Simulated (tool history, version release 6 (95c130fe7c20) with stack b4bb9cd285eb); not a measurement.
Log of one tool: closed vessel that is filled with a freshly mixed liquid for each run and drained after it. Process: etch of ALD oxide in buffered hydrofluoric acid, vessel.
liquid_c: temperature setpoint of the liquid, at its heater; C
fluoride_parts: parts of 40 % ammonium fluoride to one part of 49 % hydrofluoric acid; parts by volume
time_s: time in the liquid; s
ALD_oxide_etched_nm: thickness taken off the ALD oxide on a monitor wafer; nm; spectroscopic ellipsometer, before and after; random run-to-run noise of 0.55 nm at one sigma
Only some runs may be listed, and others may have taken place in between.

{"run": 1, "hour": 0.0, "liquid_c": 22.0, "fluoride_parts": 13.0, "time_s": 90, "ALD_oxide_etched_nm": 110.3}
{"run": 2, "hour": 2.2, "liquid_c": 22.0, "fluoride_parts": 15.5, "time_s": 90, "ALD_oxide_etched_nm": 92.977}
{"run": 3, "hour": 10.5, "liquid_c": 25.0, "fluoride_parts": 15.5, "time_s": 90, "ALD_oxide_etched_nm": 109.04}
{"run": 4, "hour": 13.3, "liquid_c": 22.5, "fluoride_parts": 15.5, "time_s": 90, "ALD_oxide_etched_nm": 95.039}
{"run": 5, "hour": 21.4, "liquid_c": 22.5, "fluoride_parts": 15.5, "time_s": 95, "ALD_oxide_etched_nm": 102.26}
{"run": 6, "hour": 23.4, "liquid_c": 22.5, "fluoride_parts": 15.5, "time_s": 95, "ALD_oxide_etched_nm": 99.88}
{"run": 7, "hour": 24.9, "liquid_c": 21.0, "fluoride_parts": 15.5, "time_s": 95, "ALD_oxide_etched_nm": 92.218}
{"run": 8, "hour": 31.0, "liquid_c": 20.0, "fluoride_parts": 15.5, "time_s": 95, "ALD_oxide_etched_nm": 88.008}
{"run": 9, "hour": 38.2, "liquid_c": 19.0, "fluoride_parts": 16.0, "time_s": 95, "ALD_oxide_etched_nm": 80.599}
{"run": 10, "hour": 42.9, "liquid_c": 18.5, "fluoride_parts": 16.0, "time_s": 95, "ALD_oxide_etched_nm": 77.548}

What will run 11 give?
{"run": 11, "hour": 45.9, "liquid_c": 18.0, "fluoride_parts": 16.0, "time_s": 95, "ALD_oxide_etched_nm": "?"}

ALD_oxide_etched_nm: 75.662 nm
